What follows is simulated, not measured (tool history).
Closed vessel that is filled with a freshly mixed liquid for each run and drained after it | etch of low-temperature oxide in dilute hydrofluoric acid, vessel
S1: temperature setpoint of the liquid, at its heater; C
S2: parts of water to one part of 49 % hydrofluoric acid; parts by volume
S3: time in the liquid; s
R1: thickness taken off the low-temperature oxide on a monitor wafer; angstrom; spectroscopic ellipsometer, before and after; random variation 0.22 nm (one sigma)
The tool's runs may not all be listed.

Run 1, hour 0.0: S1 24.0 C, S2 260 parts by volume, S3 190 s. Result: R1 90.197 angstrom.
Run 2, hour 8.3: S1 24.0 C, S2 335 parts by volume, S3 190 s. Result: R1 64.188 angstrom.
Run 3, hour 12.5: S1 24.0 C, S2 335 parts by volume, S3 205 s. Result: R1 69.658 angstrom.
Run 4, hour 14.1: S1 26.5 C, S2 255 parts by volume, S3 205 s. Result: R1 110.390 angstrom.
Run 5, hour 17.3: S1 30.0 C, S2 255 parts by volume, S3 205 s. Result: R1 122.470 angstrom.
At hour 18.5: hydrofluoric acid flow meter replaced.
Run 6, hour 18.5: S1 30.5 C, S2 200 parts by volume, S3 205 s. Result: R1 194.810 angstrom.
Run 7, hour 25.5: S1 31.0 C, S2 180 parts by volume, S3 205 s. Result: R1 228.660 angstrom.
Run 8, hour 26.3: S1 31.5 C, S2 170 parts by volume, S3 205 s. Result: R1 245.370 angstrom.
Run 9, hour 28.2: S1 31.5 C, S2 170 parts by volume, S3 205 s. Result: R1 249.140 angstrom.
Run 10, hour 32.9: S1 31.5 C, S2 160 parts by volume, S3 205 s. Result: R1 274.120 angstrom.

Forecast run 11:
Run 11, hour 34.4: S1 31.5 C, S2 155 parts by volume, S3 205 s. Result: R1 ?.

{"run 11": {"R1": 281.56}}

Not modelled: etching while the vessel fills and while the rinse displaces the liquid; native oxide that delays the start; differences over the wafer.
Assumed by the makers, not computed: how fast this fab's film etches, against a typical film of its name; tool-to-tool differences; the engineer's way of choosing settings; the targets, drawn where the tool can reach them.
